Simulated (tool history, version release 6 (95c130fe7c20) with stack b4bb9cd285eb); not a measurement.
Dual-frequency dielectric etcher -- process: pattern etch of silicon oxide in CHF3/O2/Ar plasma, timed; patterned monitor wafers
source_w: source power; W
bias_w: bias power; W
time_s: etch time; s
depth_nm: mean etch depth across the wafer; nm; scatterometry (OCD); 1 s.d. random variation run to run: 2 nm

| run | hour | source_w | bias_w | time_s | depth_nm |
|---|---|---|---|---|---|
| 1 | 0 | 590 | 162 | 354.5 | 734.37 |
| 2 | 5.1 | 560 | 154 | 351 | 696.67 |
| 3 | 11.4 | 560 | 144 | 351 | 683.9 |
| 4 | 20.3 | 500 | 144 | 351 | 649.94 |
| 5 | 21.5 | 500 | 130 | 351 | 630.25 |
| 6 | 23.4 | 500 | 130 | 354.5 | 638.54 |
|  | 30.3 | bias power generator calibrated |
| 7 | 30.3 | 380 | 98 | 326 | 483.84 |

The next listed run, before its measurement:
| 8 | 33.9 | 380 | 98 | 326 | ? |

{"run 8": {"depth_nm": 481.17}}

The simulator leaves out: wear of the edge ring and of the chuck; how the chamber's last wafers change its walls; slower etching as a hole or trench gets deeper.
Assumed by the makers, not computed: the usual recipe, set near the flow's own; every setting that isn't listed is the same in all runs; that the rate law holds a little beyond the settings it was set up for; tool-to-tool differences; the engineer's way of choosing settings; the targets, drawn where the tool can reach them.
